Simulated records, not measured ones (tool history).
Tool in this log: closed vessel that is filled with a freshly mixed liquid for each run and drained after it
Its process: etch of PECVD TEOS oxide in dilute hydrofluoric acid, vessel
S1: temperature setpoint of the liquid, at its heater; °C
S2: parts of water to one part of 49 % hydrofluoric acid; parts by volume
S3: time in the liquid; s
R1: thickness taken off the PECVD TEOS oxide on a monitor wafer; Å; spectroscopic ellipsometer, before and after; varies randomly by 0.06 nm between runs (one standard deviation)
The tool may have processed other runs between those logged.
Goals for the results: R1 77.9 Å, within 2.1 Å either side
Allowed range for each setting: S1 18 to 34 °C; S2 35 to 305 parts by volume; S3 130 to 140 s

Run 1, hour 0: S1 26 °C, S2 170 parts by volume, S3 130 s. Result: R1 108.63 Å.
Run 2, hour 2.1: S1 25 °C, S2 170 parts by volume, S3 130 s. Result: R1 103.71 Å.
Run 3, hour 8.5: S1 23 °C, S2 170 parts by volume, S3 130 s. Result: R1 96.033 Å.
Run 4, hour 9.4: S1 23 °C, S2 170 parts by volume, S3 130 s. Result: R1 95.969 Å.
Run 5, hour 10.6: S1 22.5 °C, S2 170 parts by volume, S3 130 s. Result: R1 95.922 Å.
Run 6, hour 19.4: S1 22.5 °C, S2 170 parts by volume, S3 140 s. Result: R1 101.48 Å.
Run 7, hour 22.7: S1 22 °C, S2 170 parts by volume, S3 140 s. Result: R1 100.88 Å.
Run 8, hour 24.3: S1 21.5 °C, S2 170 parts by volume, S3 140 s. Result: R1 96.429 Å.

Consider the 4 candidate settings below. Which is the only one whose results all fall within their allowed miss of target?
Run A, hour 25.9: S1 19.5 °C, S2 180 parts by volume, S3 130 s. Result: R1 ?.
Run B, hour 25.9: S1 21 °C, S2 200 parts by volume, S3 130 s. Result: R1 ?.
Run C, hour 25.9: S1 20.5 °C, S2 200 parts by volume, S3 130 s. Result: R1 ?.
Run D, hour 25.9: S1 23.5 °C, S2 205 parts by volume, S3 140 s. Result: R1 ?.

move      R1
   A  79.003
   B  73.867
   C  72.466
   D  84.825
A: every result lands within tolerance
B: carries the result that was furthest off beyond its target, to the other side
C: carries the result that was furthest off beyond its target, to the other side
D: closer than the last run, but not yet in spec
A meets every target.
